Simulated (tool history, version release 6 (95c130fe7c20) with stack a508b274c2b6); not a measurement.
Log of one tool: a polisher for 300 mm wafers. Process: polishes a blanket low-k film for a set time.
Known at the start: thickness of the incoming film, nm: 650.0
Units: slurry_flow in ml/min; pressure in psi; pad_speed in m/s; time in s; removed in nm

run	hour	slurry_flow	pressure	pad_speed	slurry_solids	time	removed
1	0	230	1.2	1.06	1	30	6.8708
2	4.7	230	1.3	1.06	1	30	7.0824
3	8.9	230	1.3	1.06	0.9	30	7.1095
4	13.3	230	1.3	1.06	1	30	7.1937
5	18.9	230	1.4	1.08	1	30	7.7394
6	27.2	230	1.4	1.1	1	30	7.9056
7	30.8	230	1.4	1.12	1	30	7.9966

The next listed run, before its measurement:
8	36.7	230	1.4	1.14	1	30	?

removed: 7.957 nm

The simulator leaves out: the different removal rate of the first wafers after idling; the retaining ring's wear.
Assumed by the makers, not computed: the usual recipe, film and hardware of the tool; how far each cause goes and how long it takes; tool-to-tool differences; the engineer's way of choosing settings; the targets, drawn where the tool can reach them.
